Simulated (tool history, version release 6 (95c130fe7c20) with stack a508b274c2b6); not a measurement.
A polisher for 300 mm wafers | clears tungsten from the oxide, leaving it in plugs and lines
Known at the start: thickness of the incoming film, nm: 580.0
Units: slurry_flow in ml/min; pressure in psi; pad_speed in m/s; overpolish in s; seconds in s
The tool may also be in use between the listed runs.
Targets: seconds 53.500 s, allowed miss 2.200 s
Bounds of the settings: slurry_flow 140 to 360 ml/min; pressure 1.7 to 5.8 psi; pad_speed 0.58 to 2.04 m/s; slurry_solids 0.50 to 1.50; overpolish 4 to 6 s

{"run": 1, "day": 0.0, "slurry_flow": 230, "pressure": 3.7, "pad_speed": 1.3, "slurry_solids": 1.0, "overpolish": 6, "seconds": 92.707}
{"run": 2, "day": 0.288, "slurry_flow": 230, "pressure": 4.1, "pad_speed": 1.3, "slurry_solids": 1.0, "overpolish": 6, "seconds": 83.076}
{"run": 3, "day": 0.592, "slurry_flow": 230, "pressure": 4.5, "pad_speed": 1.3, "slurry_solids": 1.0, "overpolish": 6, "seconds": 76.91}
{"run": 4, "day": 0.654, "slurry_flow": 230, "pressure": 4.8, "pad_speed": 1.32, "slurry_solids": 1.0, "overpolish": 6, "seconds": 69.995}
{"run": 5, "day": 0.858, "slurry_flow": 230, "pressure": 4.8, "pad_speed": 1.32, "slurry_solids": 1.0, "overpolish": 4, "seconds": 70.317}
{"run": 6, "day": 0.925, "slurry_flow": 275, "pressure": 4.8, "pad_speed": 1.32, "slurry_solids": 1.0, "overpolish": 4, "seconds": 69.71}
{"run": 7, "day": 1.112, "slurry_flow": 275, "pressure": 5.8, "pad_speed": 1.34, "slurry_solids": 1.0, "overpolish": 4, "seconds": 55.841}
{"run": 8, "day": 1.433, "slurry_flow": 275, "pressure": 5.8, "pad_speed": 1.36, "slurry_solids": 1.0, "overpolish": 4, "seconds": 56.708}

4 next moves are on the table. One of them brings every result within its allowed miss. Which?
{"run": "A", "day": 1.754, "slurry_flow": 285, "pressure": 5.0, "pad_speed": 1.32, "slurry_solids": 1.1, "overpolish": 4, "seconds": "?"}
{"run": "B", "day": 1.754, "slurry_flow": 330, "pressure": 5.0, "pad_speed": 1.54, "slurry_solids": 0.9, "overpolish": 4, "seconds": "?"}
{"run": "C", "day": 1.754, "slurry_flow": 290, "pressure": 5.2, "pad_speed": 1.3, "slurry_solids": 1.15, "overpolish": 6, "seconds": "?"}
{"run": "D", "day": 1.754, "slurry_flow": 290, "pressure": 5.8, "pad_speed": 1.38, "slurry_solids": 1.05, "overpolish": 6, "seconds": "?"}

move=A seconds=64.660
move=B seconds=59.127
move=C seconds=62.150
move=D seconds=54.440
A: further off than the last run
B: further off than the last run
C: further off than the last run
D: meets every target
The right move is D.

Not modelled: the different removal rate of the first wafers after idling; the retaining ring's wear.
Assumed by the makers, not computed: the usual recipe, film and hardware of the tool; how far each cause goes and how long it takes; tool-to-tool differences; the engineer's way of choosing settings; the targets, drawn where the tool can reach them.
